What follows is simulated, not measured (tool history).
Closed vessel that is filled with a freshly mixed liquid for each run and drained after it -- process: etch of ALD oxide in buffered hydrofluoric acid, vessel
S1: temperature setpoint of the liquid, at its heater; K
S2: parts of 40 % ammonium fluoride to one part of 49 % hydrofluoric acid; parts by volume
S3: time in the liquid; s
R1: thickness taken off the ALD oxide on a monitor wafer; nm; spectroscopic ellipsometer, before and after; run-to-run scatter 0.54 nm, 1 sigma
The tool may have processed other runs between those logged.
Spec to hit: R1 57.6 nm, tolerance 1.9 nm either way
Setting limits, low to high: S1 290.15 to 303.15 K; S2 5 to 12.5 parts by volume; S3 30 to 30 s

{"run": 1, "hour": 0.0, "S1": 295.15, "S2": 7.5, "S3": 30, "R1": 41.891}
{"run": 2, "hour": 9.3, "S1": 293.15, "S2": 7.5, "S3": 30, "R1": 37.393}
{"run": 3, "hour": 15.9, "S1": 291.15, "S2": 7.5, "S3": 30, "R1": 33.418}
{"run": 4, "hour": 21.5, "S1": 294.15, "S2": 7.5, "S3": 30, "R1": 39.078}
{"run": 5, "hour": 29.8, "S1": 294.15, "S2": 7.5, "S3": 30, "R1": 39.172}
{"run": 6, "hour": 32.6, "S1": 295.65, "S2": 7.5, "S3": 30, "R1": 42.655}
{"run": 7, "hour": 35.0, "S1": 296.65, "S2": 7.5, "S3": 30, "R1": 44.72}
{"run": 8, "hour": 41.0, "S1": 297.65, "S2": 7.5, "S3": 30, "R1": 46.733}
{"run": 9, "hour": 47.0, "S1": 298.65, "S2": 7.5, "S3": 30, "R1": 49.787}

Of the 4 settings listed for the next run, only one would bring every result within its allowed miss of target. Which one?
{"run": "A", "hour": 53.0, "S1": 298.15, "S2": 6, "S3": 30, "R1": "?"}
{"run": "B", "hour": 53.0, "S1": 296.65, "S2": 6.5, "S3": 30, "R1": "?"}
{"run": "C", "hour": 53.0, "S1": 303.15, "S2": 8.5, "S3": 30, "R1": "?"}
{"run": "D", "hour": 53.0, "S1": 298.65, "S2": 6, "S3": 30, "R1": "?"}

move=A R1=61.881
move=B R1=52.711
move=C R1=57.412
move=D R1=63.574
A: carries the result that was furthest off beyond its target, to the other side
B: moves toward the targets from the last run without getting all of them in spec
C: every result lands within tolerance
D: carries the result that was furthest off beyond its target, to the other side
The move that meets every target is C.
